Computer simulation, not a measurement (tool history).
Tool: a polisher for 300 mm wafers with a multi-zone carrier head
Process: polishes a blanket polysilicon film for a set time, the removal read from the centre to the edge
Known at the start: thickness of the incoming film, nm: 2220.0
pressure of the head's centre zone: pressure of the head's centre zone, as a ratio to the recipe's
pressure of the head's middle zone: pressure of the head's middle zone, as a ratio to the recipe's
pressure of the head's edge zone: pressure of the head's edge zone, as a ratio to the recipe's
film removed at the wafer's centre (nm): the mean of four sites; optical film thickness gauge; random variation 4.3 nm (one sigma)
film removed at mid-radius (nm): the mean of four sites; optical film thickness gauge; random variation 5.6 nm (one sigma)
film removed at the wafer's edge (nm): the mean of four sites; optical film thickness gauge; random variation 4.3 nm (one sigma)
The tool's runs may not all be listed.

run  hour  flow of slurry (ml/min)  pressure of the head's centre zone  pressure of the head's middle zone  pressure of the head's edge zone  polishing time (s)  film removed at the wafer's centre (nm)  film removed at mid-radius (nm)  film removed at the wafer's edge (nm)
  1     0                      200                                   1                                   1                                 1                  74                                   425.75                           411.93                                  426.6
  2   6.9                      200                                0.97                                1.03                              0.97                  72                                   393.45                            411.6                                 409.83
  3    10                      200                                 0.9                                1.03                              0.97                  72                                   363.27                            410.9                                 406.96
  4  11.1                      200                                 0.9                                1.03                              0.97                  79                                   412.22                           453.53                                 457.56
  5  19.2                      200                                0.94                                1.03                              0.97                  79                                   424.63                           453.26                                 458.47
  6  26.8                      205                                0.94                                1.06                              0.95                  76                                   415.81                           453.22                                  426.2
  7  30.4                      205                                0.92                                1.07                              0.93                  74                                   392.25                           452.41                                 410.71
  8  34.7                      200                                0.91                                1.07                              0.91                  72                                   375.77                           414.76                                 392.73

Forecast run 9:
  9  36.1                      200                                0.89                                1.09                               0.9                  71                                        ?                                ?                                      ?

film removed at the wafer's centre (nm): 368.39
film removed at mid-radius (nm): 429.56
film removed at the wafer's edge (nm): 382.99

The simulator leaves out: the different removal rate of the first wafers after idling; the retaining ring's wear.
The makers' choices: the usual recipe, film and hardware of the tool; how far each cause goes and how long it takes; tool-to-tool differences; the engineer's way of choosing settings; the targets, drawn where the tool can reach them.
